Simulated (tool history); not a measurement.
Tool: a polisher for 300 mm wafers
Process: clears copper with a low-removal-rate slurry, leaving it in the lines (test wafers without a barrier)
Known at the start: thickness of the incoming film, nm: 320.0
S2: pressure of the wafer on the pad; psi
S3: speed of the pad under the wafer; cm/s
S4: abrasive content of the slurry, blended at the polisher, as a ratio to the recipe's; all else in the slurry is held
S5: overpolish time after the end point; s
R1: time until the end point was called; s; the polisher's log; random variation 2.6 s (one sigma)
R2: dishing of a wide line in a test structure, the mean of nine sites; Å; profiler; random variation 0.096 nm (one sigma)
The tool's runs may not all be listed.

Run 1, hour 0.0: flow of slurry (ml/min) 180, S2 2.0 psi, S3 132 cm/s, S4 1.0, S5 13 s. Result: R1 105.96 s, R2 119.590 Å.
Run 2, hour 5.2: flow of slurry (ml/min) 180, S2 2.0 psi, S3 132 cm/s, S4 1.0, S5 8 s. Result: R1 107.64 s, R2 98.528 Å.
Run 3, hour 8.6: flow of slurry (ml/min) 180, S2 1.7 psi, S3 130 cm/s, S4 1.0, S5 8 s. Result: R1 121.51 s, R2 91.620 Å.
Run 4, hour 15.2: flow of slurry (ml/min) 180, S2 1.7 psi, S3 130 cm/s, S4 1.0, S5 11 s. Result: R1 124.86 s, R2 107.490 Å.
Run 5, hour 18.7: flow of slurry (ml/min) 180, S2 1.7 psi, S3 130 cm/s, S4 1.1, S5 11 s. Result: R1 119.25 s, R2 108.130 Å.
Run 6, hour 23.5: flow of slurry (ml/min) 180, S2 1.7 psi, S3 130 cm/s, S4 1.1, S5 16 s. Result: R1 119.04 s, R2 120.590 Å.
Run 7, hour 32.3: flow of slurry (ml/min) 180, S2 1.5 psi, S3 124 cm/s, S4 1.1, S5 14 s. Result: R1 134.14 s, R2 111.140 Å.
Run 8, hour 39.8: flow of slurry (ml/min) 180, S2 1.3 psi, S3 120 cm/s, S4 1.1, S5 12 s. Result: R1 157.68 s, R2 97.995 Å.

The next listed run, before its measurement:
Run 9, hour 44.5: flow of slurry (ml/min) 180, S2 1.2 psi, S3 120 cm/s, S4 1.1, S5 11 s. Result: R1 ?, R2 ?.

{"run 9": {"R1": 172.75, "R2": 90.2}}
